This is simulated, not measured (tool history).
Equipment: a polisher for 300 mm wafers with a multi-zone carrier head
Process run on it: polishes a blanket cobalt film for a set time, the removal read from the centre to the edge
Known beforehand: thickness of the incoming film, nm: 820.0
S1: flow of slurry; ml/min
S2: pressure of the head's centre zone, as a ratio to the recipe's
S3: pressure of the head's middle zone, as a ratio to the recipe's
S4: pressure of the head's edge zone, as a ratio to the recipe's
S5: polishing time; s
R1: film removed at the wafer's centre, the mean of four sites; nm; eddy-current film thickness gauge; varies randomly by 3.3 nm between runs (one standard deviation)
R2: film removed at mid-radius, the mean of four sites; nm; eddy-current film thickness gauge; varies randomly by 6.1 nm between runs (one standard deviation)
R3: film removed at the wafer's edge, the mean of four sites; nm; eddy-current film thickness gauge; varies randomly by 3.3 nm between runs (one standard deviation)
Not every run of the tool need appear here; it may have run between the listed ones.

Run 1, hour 0.0: S1 265 ml/min, S2 1.00, S3 1.00, S4 1.00, S5 55 s. Result: R1 280.59 nm, R2 279.23 nm, R3 287.18 nm.
Run 2, hour 3.8: S1 210 ml/min, S2 1.00, S3 1.00, S4 1.00, S5 55 s. Result: R1 276.57 nm, R2 279.21 nm, R3 282.41 nm.
Run 3, hour 6.6: S1 210 ml/min, S2 0.99, S3 1.01, S4 1.02, S5 57 s. Result: R1 280.79 nm, R2 279.93 nm, R3 297.88 nm.
Run 4, hour 14.2: S1 215 ml/min, S2 0.98, S3 1.03, S4 1.02, S5 59 s. Result: R1 290.99 nm, R2 306.42 nm, R3 305.82 nm.
Run 5, hour 19.9: S1 215 ml/min, S2 0.98, S3 0.95, S4 1.02, S5 59 s. Result: R1 286.39 nm, R2 287.81 nm, R3 302.55 nm.
Run 6, hour 28.7: S1 215 ml/min, S2 0.98, S3 0.95, S4 1.02, S5 52 s. Result: R1 250.90 nm, R2 245.18 nm, R3 269.71 nm.
Run 7, hour 30.3: S1 250 ml/min, S2 0.91, S3 1.05, S4 1.12, S5 67 s. Result: R1 314.94 nm, R2 346.02 nm, R3 366.74 nm.
Run 8, hour 32.2: S1 250 ml/min, S2 0.91, S3 1.06, S4 1.12, S5 68 s. Result: R1 312.51 nm, R2 359.19 nm, R3 371.22 nm.
Run 9, hour 33.2: S1 250 ml/min, S2 0.91, S3 1.07, S4 1.12, S5 69 s. Result: R1 319.54 nm, R2 367.29 nm, R3 379.70 nm.

For run 10, what comes out?
Run 10, hour 40.8: S1 250 ml/min, S2 0.91, S3 1.08, S4 1.12, S5 70 s. Result: R1 ?, R2 ?, R3 ?.

R1: 326.48 nm
R2: 381.57 nm
R3: 387.92 nm

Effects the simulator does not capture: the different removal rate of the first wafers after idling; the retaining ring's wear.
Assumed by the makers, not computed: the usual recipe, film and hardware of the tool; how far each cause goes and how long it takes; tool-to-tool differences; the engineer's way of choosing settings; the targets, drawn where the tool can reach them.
